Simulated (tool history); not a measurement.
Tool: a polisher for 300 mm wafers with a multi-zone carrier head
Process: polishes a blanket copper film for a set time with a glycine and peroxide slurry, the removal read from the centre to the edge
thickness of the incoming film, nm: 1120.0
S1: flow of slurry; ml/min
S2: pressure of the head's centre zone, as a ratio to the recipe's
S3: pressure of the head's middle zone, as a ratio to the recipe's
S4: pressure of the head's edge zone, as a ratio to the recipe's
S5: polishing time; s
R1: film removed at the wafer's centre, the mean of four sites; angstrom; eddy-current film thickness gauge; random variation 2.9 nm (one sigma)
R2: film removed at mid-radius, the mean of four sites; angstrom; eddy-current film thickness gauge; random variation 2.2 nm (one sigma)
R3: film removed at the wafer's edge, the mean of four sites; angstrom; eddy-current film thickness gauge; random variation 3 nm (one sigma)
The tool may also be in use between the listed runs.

{"run": 1, "day": 0.0, "S1": 145, "S2": 1.0, "S3": 1.0, "S4": 1.0, "S5": 60, "R1": 3878.0, "R2": 3809.3, "R3": 3931.8}
{"run": 2, "day": 0.075, "S1": 145, "S2": 1.0, "S3": 1.01, "S4": 0.97, "S5": 57, "R1": 3675.8, "R2": 3689.0, "R3": 3584.0}
{"run": 3, "day": 0.167, "S1": 120, "S2": 1.0, "S3": 1.01, "S4": 0.97, "S5": 57, "R1": 3528.4, "R2": 3502.7, "R3": 3495.1}
{"run": 4, "day": 0.208, "S1": 120, "S2": 0.99, "S3": 1.01, "S4": 0.95, "S5": 55, "R1": 3350.2, "R2": 3384.1, "R3": 3368.5}
{"run": 5, "day": 0.521, "S1": 120, "S2": 0.99, "S3": 1.01, "S4": 0.95, "S5": 48, "R1": 2926.0, "R2": 2990.2, "R3": 2970.1}
{"run": 6, "day": 0.558, "S1": 120, "S2": 0.99, "S3": 1.01, "S4": 0.9, "S5": 48, "R1": 2923.7, "R2": 2995.9, "R3": 2850.1}
{"run": 7, "day": 0.838, "S1": 115, "S2": 0.99, "S3": 1.01, "S4": 0.89, "S5": 48, "R1": 2870.3, "R2": 2913.4, "R3": 2801.1}

Run 8 comes next. What will it give?
{"run": 8, "day": 0.946, "S1": 110, "S2": 0.99, "S3": 1.02, "S4": 0.88, "S5": 48, "R1": "?", "R2": "?", "R3": "?"}

Run 8 gave R1 2906.0 angstrom, R2 2919.3 angstrom, R3 2811.5 angstrom.
